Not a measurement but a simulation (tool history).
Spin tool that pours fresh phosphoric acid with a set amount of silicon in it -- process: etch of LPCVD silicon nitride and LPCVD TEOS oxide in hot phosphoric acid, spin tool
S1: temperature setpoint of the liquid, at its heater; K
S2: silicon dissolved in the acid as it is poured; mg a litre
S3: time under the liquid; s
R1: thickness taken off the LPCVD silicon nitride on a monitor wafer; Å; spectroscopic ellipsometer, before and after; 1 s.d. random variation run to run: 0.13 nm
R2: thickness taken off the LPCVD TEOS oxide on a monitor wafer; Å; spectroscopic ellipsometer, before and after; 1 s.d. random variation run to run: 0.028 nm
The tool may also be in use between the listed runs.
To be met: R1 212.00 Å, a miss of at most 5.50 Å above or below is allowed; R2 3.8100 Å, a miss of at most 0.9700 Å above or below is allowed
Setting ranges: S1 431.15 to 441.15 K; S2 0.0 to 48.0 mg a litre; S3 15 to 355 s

run,hour,S1,S2,S3,R1,R2
1,0.0,436.15,21.0,180,144.09,4.8244
2,5.7,437.15,29.0,195,161.06,4.0789
3,9.5,435.65,29.0,195,151.98,3.9145
4,11.7,437.15,29.0,195,160.15,4.7649
5,15.9,437.15,29.0,150,123.11,3.3126
6,17.9,437.15,29.0,205,168.25,4.7831
7,21.4,437.65,35.0,215,180.31,3.6767
8,27.5,438.65,36.0,220,190.40,3.8235
9,35.2,439.15,37.0,225,198.48,4.5180
10,37.2,439.65,39.5,230,205.44,3.7840

Consider the 5 candidate settings below. Which is the only one whose results all fall within their allowed miss of target?
A,39.2,441.15,40.0,225,?,?
B,39.2,440.15,40.0,245,?,?
C,39.2,437.65,29.5,270,?,?
D,39.2,438.15,48.0,250,?,?
E,39.2,436.15,38.0,280,?,?

move,R1,R2
A,207.47,4.0838
B,218.70,4.1395
C,222.09,6.4750
D,209.05,2.5476
E,219.19,4.0133
A: each result inside its tolerance
B: carries the result that was furthest off beyond its target, to the other side
C: carries the result that was furthest off beyond its target, to the other side
D: corrects the largest miss of the last run, while another result sits out of spec
E: carries the result that was furthest off beyond its target, to the other side
Move A is the one to make.

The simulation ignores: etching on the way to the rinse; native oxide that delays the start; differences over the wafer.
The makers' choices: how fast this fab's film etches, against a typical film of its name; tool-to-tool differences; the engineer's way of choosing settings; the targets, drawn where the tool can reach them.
